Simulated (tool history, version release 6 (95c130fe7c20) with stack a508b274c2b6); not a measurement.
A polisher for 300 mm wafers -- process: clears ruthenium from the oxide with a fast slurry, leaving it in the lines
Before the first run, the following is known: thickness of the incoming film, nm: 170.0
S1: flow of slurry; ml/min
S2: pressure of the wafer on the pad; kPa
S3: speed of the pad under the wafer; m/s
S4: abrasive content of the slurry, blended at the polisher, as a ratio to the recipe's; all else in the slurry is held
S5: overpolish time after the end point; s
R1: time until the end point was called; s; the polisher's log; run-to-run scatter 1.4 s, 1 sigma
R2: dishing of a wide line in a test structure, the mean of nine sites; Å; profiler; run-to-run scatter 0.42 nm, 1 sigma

run,hour,S1,S2,S3,S4,S5,R1,R2
1,0.0,270,19.3,0.98,1.0,22,45.578,644.34
2,3.3,270,17.2,0.94,1.0,21,49.717,554.60
3,8.5,325,17.2,0.94,1.0,21,50.352,561.46
4,16.7,325,15.2,0.90,1.0,20,58.843,467.98
5,25.1,325,13.8,0.88,1.0,19,65.846,399.07
6,27.3,380,13.8,0.88,1.0,19,64.622,401.71

Expected results for the next run?
7,33.1,380,9.0,0.86,1.0,18,?,?

{"run 7": {"R1": 100.43, "R2": 262.02}}
